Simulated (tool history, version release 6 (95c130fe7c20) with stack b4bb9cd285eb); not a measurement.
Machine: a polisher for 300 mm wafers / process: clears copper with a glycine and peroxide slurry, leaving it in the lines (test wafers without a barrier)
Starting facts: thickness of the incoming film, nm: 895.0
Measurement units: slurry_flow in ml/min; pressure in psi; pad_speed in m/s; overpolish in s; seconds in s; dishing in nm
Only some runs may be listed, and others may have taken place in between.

Run 1, hour 0: slurry_flow 220 ml/min, pressure 3.3 psi, pad_speed 1.04 m/s, overpolish 26 s. Result: seconds 125.54 s, dishing 91.499 nm.
Run 2, hour 3.2: slurry_flow 220 ml/min, pressure 3.3 psi, pad_speed 1.04 m/s, overpolish 30 s. Result: seconds 126.89 s, dishing 101.43 nm.
Run 3, hour 9.6: slurry_flow 165 ml/min, pressure 3.3 psi, pad_speed 1.04 m/s, overpolish 30 s. Result: seconds 131.03 s, dishing 96.798 nm.
Run 4, hour 15: slurry_flow 170 ml/min, pressure 3.4 psi, pad_speed 1.04 m/s, overpolish 32 s. Result: seconds 127.11 s, dishing 100.51 nm.
Run 5, hour 15.8: slurry_flow 170 ml/min, pressure 3.4 psi, pad_speed 1.04 m/s, overpolish 27 s. Result: seconds 124.89 s, dishing 94.134 nm.
Run 6, hour 18.2: slurry_flow 170 ml/min, pressure 3.5 psi, pad_speed 1.04 m/s, overpolish 31 s. Result: seconds 122.8 s, dishing 102.69 nm.
Run 7, hour 26.4: slurry_flow 170 ml/min, pressure 3.5 psi, pad_speed 1.04 m/s, overpolish 34 s. Result: seconds 125.46 s, dishing 105.25 nm.

Run 8 has not been measured yet. What should we expect?
Run 8, hour 34.2: slurry_flow 175 ml/min, pressure 3.5 psi, pad_speed 1.04 m/s, overpolish 37 s. Result: seconds ?, dishing ?.

{"run 8": {"seconds": 121.67, "dishing": 112.6}}

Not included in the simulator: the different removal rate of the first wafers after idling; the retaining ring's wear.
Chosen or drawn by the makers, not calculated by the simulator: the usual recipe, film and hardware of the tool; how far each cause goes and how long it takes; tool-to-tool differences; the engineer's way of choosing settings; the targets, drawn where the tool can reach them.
